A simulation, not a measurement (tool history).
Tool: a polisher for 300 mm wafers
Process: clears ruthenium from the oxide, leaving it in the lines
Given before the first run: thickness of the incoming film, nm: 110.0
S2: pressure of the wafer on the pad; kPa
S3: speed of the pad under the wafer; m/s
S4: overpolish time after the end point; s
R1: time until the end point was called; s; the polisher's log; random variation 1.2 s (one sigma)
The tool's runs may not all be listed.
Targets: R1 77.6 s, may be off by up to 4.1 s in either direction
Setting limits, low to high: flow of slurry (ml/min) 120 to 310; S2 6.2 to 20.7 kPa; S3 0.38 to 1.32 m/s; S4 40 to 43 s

run 1 hour=0 | flow_of_slurry_(ml/min)=200 S2=13.1 S3=0.84 S4=40 | R1=122.62
run 2 hour=1.1 | flow_of_slurry_(ml/min)=200 S2=10.3 S3=0.84 S4=40 | R1=151.16
run 3 hour=7.9 | flow_of_slurry_(ml/min)=200 S2=11.7 S3=0.84 S4=40 | R1=138.74
run 4 hour=11.4 | flow_of_slurry_(ml/min)=200 S2=12.4 S3=0.84 S4=40 | R1=129.1
run 5 hour=18 | flow_of_slurry_(ml/min)=200 S2=13.1 S3=0.84 S4=40 | R1=123.52
run 6 hour=25.6 | flow_of_slurry_(ml/min)=200 S2=13.8 S3=0.84 S4=40 | R1=117.67
run 7 hour=29.2 | flow_of_slurry_(ml/min)=200 S2=14.5 S3=0.84 S4=40 | R1=112.62
run 8 hour=33.4 | flow_of_slurry_(ml/min)=200 S2=15.2 S3=0.84 S4=40 | R1=104.22
run 9 hour=38.5 | flow_of_slurry_(ml/min)=200 S2=15.9 S3=0.84 S4=40 | R1=103.07
run 10 hour=39.9 | flow_of_slurry_(ml/min)=200 S2=16.5 S3=0.84 S4=40 | R1=98.185
run 11 hour=44.2 | flow_of_slurry_(ml/min)=200 S2=17.2 S3=0.84 S4=40 | R1=95.065
run 12 hour=48.5 | flow_of_slurry_(ml/min)=200 S2=17.9 S3=0.84 S4=40 | R1=92.423
run 13 hour=57 | flow_of_slurry_(ml/min)=200 S2=18.6 S3=0.84 S4=40 | R1=87.415
run 14 hour=58.9 | flow_of_slurry_(ml/min)=200 S2=19.3 S3=0.84 S4=40 | R1=84.773

Consider the 4 candidate settings below. Which is the only one whose results all fall within their allowed miss of target?
run A hour=60.8 | flow_of_slurry_(ml/min)=175 S2=20.7 S3=0.76 S4=43 | R1=?
run B hour=60.8 | flow_of_slurry_(ml/min)=190 S2=20 S3=0.78 S4=43 | R1=?
run C hour=60.8 | flow_of_slurry_(ml/min)=215 S2=20 S3=0.9 S4=40 | R1=?
run D hour=60.8 | flow_of_slurry_(ml/min)=195 S2=20 S3=0.7 S4=40 | R1=?

move=A R1=86.396
move=B R1=86.62
move=C R1=76.77
move=D R1=93.124
A: its largest miss is bigger than the last run's
B: its largest miss is bigger than the last run's
C: each result inside its tolerance
D: its largest miss is bigger than the last run's
Answer: C
